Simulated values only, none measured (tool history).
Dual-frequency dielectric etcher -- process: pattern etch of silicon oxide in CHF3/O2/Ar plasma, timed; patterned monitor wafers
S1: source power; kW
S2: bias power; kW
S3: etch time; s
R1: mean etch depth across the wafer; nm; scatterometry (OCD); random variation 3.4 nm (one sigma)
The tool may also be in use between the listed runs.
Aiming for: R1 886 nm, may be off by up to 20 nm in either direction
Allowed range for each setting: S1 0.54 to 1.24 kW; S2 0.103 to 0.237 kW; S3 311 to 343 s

run  hour    S1     S2   S3      R1
  1     0  0.89   0.17  343   804.7
  2   6.4  0.89  0.199  343  840.41
  3  13.5  0.91    0.2  343  848.22
  4  20.8  0.93  0.201  343   853.5
  5  25.1  0.93  0.179  343  827.65
  6  28.3  0.96  0.181  343  845.45
  7  29.9  0.98  0.182  343   859.7
  8    32  0.99  0.182  343  863.76
  9  38.5     1  0.182  343     862

Exercise: of the 4 proposed moves below, exactly one satisfies all targets within the stated allowed misses. Which move is it?
  A    45  1.05  0.189    323   ?
  B    45  0.96  0.181  336.5   ?
  C    45  1.16  0.197  323.5   ?
  D    45  1.09    0.2    311   ?

move      R1
   A  846.81
   B  837.16
   C  896.86
   D  841.66
A: moves away from the targets compared with the last run
B: moves away from the targets compared with the last run
C: every result within its allowed miss
D: moves away from the targets compared with the last run
C meets every target.

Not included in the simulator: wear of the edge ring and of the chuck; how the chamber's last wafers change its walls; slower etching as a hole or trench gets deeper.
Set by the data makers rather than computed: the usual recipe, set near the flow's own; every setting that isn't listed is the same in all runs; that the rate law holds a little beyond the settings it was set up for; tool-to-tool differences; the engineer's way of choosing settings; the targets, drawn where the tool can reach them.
